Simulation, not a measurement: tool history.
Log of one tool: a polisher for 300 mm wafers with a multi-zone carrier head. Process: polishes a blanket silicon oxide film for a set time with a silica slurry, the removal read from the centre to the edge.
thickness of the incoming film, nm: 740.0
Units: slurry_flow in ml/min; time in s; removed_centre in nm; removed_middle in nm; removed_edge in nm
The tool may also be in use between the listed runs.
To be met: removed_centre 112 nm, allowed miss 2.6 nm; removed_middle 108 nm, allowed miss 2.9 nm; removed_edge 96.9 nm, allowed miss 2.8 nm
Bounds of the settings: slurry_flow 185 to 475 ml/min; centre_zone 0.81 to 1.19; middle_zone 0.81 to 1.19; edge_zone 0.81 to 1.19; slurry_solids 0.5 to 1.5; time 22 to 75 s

Run 1, hour 0: slurry_flow 305 ml/min, centre_zone 1, middle_zone 1, edge_zone 1, slurry_solids 1, time 48 s. Result: removed_centre 126.18 nm, removed_middle 128.33 nm, removed_edge 132.63 nm.
Run 2, hour 7.4: slurry_flow 310 ml/min, centre_zone 1.01, middle_zone 1.01, edge_zone 0.98, slurry_solids 0.95, time 48 s. Result: removed_centre 126.73 nm, removed_middle 126.95 nm, removed_edge 126.79 nm.
Run 3, hour 15.6: slurry_flow 310 ml/min, centre_zone 1.01, middle_zone 1.01, edge_zone 0.98, slurry_solids 0.95, time 54 s. Result: removed_centre 141.69 nm, removed_middle 144.29 nm, removed_edge 143.19 nm.
Run 4, hour 21.8: slurry_flow 315 ml/min, centre_zone 1.01, middle_zone 1.01, edge_zone 0.96, slurry_solids 0.9, time 53 s. Result: removed_centre 133.85 nm, removed_middle 134.36 nm, removed_edge 137.2 nm.
Run 5, hour 28.4: slurry_flow 315 ml/min, centre_zone 1.01, middle_zone 1.01, edge_zone 0.96, slurry_solids 0.9, time 63 s. Result: removed_centre 159.65 nm, removed_middle 161.18 nm, removed_edge 164.63 nm.
Run 6, hour 35.7: slurry_flow 315 ml/min, centre_zone 1.01, middle_zone 1.01, edge_zone 0.96, slurry_solids 0.9, time 54 s. Result: removed_centre 137.78 nm, removed_middle 139.37 nm, removed_edge 138.94 nm.
Run 7, hour 37.8: slurry_flow 320 ml/min, centre_zone 1.02, middle_zone 1.01, edge_zone 0.95, slurry_solids 0.85, time 53 s. Result: removed_centre 132.84 nm, removed_middle 133.83 nm, removed_edge 133.13 nm.
Run 8, hour 43.7: slurry_flow 320 ml/min, centre_zone 1.02, middle_zone 1.01, edge_zone 0.95, slurry_solids 0.85, time 53 s. Result: removed_centre 134.19 nm, removed_middle 133.41 nm, removed_edge 132.94 nm.
Run 9, hour 50.6: slurry_flow 325 ml/min, centre_zone 1.03, middle_zone 1.02, edge_zone 0.94, slurry_solids 0.8, time 52 s. Result: removed_centre 127.08 nm, removed_middle 127.3 nm, removed_edge 126.54 nm.
Run 10, hour 57.7: slurry_flow 325 ml/min, centre_zone 1.04, middle_zone 1.03, edge_zone 0.92, slurry_solids 0.75, time 52 s. Result: removed_centre 124.45 nm, removed_middle 124.33 nm, removed_edge 118.87 nm.
Run 11, hour 61.5: slurry_flow 315 ml/min, centre_zone 1.04, middle_zone 1.03, edge_zone 0.91, slurry_solids 0.75, time 52 s. Result: removed_centre 123.91 nm, removed_middle 123.36 nm, removed_edge 119.21 nm.
Run 12, hour 64.2: slurry_flow 400 ml/min, centre_zone 1.09, middle_zone 1.05, edge_zone 0.83, slurry_solids 0.5, time 48 s. Result: removed_centre 94.024 nm, removed_middle 90.937 nm, removed_edge 81.487 nm.
Run 13, hour 65.3: slurry_flow 360 ml/min, centre_zone 1.19, middle_zone 1.15, edge_zone 0.93, slurry_solids 0.55, time 48 s. Result: removed_centre 109.87 nm, removed_middle 104.99 nm, removed_edge 91.163 nm.
Run 14, hour 67.5: slurry_flow 360 ml/min, centre_zone 1.19, middle_zone 1.15, edge_zone 0.94, slurry_solids 0.55, time 48 s. Result: removed_centre 108.37 nm, removed_middle 105.03 nm, removed_edge 91.617 nm.
Run 15, hour 75.7: slurry_flow 360 ml/min, centre_zone 1.19, middle_zone 1.14, edge_zone 0.96, slurry_solids 0.55, time 48 s. Result: removed_centre 109.43 nm, removed_middle 102.8 nm, removed_edge 92.036 nm.
Run 16, hour 77: slurry_flow 360 ml/min, centre_zone 1.19, middle_zone 1.14, edge_zone 0.97, slurry_solids 0.55, time 48 s. Result: removed_centre 107.83 nm, removed_middle 103.47 nm, removed_edge 92.852 nm.
Run 17, hour 82.1: slurry_flow 415 ml/min, centre_zone 1.19, middle_zone 1.14, edge_zone 0.99, slurry_solids 0.6, time 48 s. Result: removed_centre 116.76 nm, removed_middle 109.56 nm, removed_edge 99.998 nm.
Run 18, hour 86.6: slurry_flow 410 ml/min, centre_zone 1.19, middle_zone 1.14, edge_zone 0.99, slurry_solids 0.6, time 48 s. Result: removed_centre 116.75 nm, removed_middle 110.43 nm, removed_edge 100.72 nm.
Run 19, hour 88.1: slurry_flow 405 ml/min, centre_zone 1.19, middle_zone 1.14, edge_zone 0.99, slurry_solids 0.6, time 48 s. Result: removed_centre 117.98 nm, removed_middle 111.51 nm, removed_edge 101.28 nm.

Which of these 5 next moves meets every target?
Run A, hour 89.6: slurry_flow 470 ml/min, centre_zone 1.17, middle_zone 1.14, edge_zone 0.97, slurry_solids 0.55, time 49 s. Result: removed_centre ?, removed_middle ?, removed_edge ?.
Run B, hour 89.6: slurry_flow 475 ml/min, centre_zone 1.15, middle_zone 1.13, edge_zone 0.97, slurry_solids 0.65, time 48 s. Result: removed_centre ?, removed_middle ?, removed_edge ?.
Run C, hour 89.6: slurry_flow 455 ml/min, centre_zone 1.08, middle_zone 1.09, edge_zone 1.02, slurry_solids 0.7, time 44 s. Result: removed_centre ?, removed_middle ?, removed_edge ?.
Run D, hour 89.6: slurry_flow 390 ml/min, centre_zone 1.17, middle_zone 1.16, edge_zone 0.94, slurry_solids 0.6, time 44 s. Result: removed_centre ?, removed_middle ?, removed_edge ?.
Run E, hour 89.6: slurry_flow 465 ml/min, centre_zone 1.04, middle_zone 1.13, edge_zone 1.02, slurry_solids 0.55, time 53 s. Result: removed_centre ?, removed_middle ?, removed_edge ?.

move  removed_centre  removed_middle  removed_edge
   A          112.69          106.97        96.678
   B          121.06          116.07        105.68
   C          108.64          107.67        103.68
   D          105.79          102.05        89.743
   E          108.17          114.83        107.09
A: meets every target
B: further off than the last run
C: takes the result that was furthest off past its target
D: takes the result that was furthest off past its target
E: takes the result that was furthest off past its target
The right move is A.

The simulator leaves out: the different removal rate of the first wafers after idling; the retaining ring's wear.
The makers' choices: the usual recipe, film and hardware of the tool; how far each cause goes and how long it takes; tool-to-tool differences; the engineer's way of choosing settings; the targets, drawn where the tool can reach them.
